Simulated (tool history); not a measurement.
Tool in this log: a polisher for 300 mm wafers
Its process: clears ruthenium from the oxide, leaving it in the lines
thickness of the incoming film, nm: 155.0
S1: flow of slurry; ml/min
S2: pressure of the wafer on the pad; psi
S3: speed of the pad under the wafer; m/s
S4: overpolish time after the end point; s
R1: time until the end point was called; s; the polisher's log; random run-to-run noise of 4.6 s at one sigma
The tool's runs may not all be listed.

run,day,S1,S2,S3,S4,R1
1,0.000,130,1.7,1.06,13,181.90
2,0.046,130,1.7,1.16,13,164.42
3,0.254,160,1.7,1.16,13,150.00
4,0.546,160,1.7,1.44,13,124.60
# day 0.833: head pressure recalibrated
5,0.833,150,1.4,1.40,13,153.29
6,1.138,135,1.4,1.40,13,151.65

Run 7, settings as shown, results not yet in. Your forecast:
7,1.371,135,1.2,1.32,13,?

R1: 189.03 s
